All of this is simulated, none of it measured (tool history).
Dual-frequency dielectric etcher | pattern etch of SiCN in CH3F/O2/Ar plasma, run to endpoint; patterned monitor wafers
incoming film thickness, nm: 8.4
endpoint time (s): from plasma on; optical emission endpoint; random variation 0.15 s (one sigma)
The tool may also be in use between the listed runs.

Run 1, hour 0: source power (W) 420, bias power (W) 85. Result: endpoint time (s) 19.487.
Run 2, hour 7.8: source power (W) 420, bias power (W) 78. Result: endpoint time (s) 20.914.
Run 3, hour 15.3: source power (W) 430, bias power (W) 79. Result: endpoint time (s) 20.579.
Run 4, hour 17.1: source power (W) 430, bias power (W) 86. Result: endpoint time (s) 19.782.
Run 5, hour 19.5: source power (W) 440, bias power (W) 88. Result: endpoint time (s) 19.323.
Run 6, hour 27.7: source power (W) 440, bias power (W) 74. Result: endpoint time (s) 20.801.
Run 7, hour 30.4: source power (W) 450, bias power (W) 76. Result: endpoint time (s) 20.451.
Run 8, hour 36.1: source power (W) 460, bias power (W) 78. Result: endpoint time (s) 19.974.
Run 9, hour 42.7: source power (W) 470, bias power (W) 79. Result: endpoint time (s) 19.904.
Run 10, hour 47.1: source power (W) 480, bias power (W) 81. Result: endpoint time (s) 19.468.
Run 11, hour 49.9: source power (W) 490, bias power (W) 82. Result: endpoint time (s) 19.415.

Run 12 comes next. What will it give?
Run 12, hour 54.1: source power (W) 500, bias power (W) 84. Result: endpoint time (s) ?.

{"run 12": {"endpoint time (s)": 19.111}}
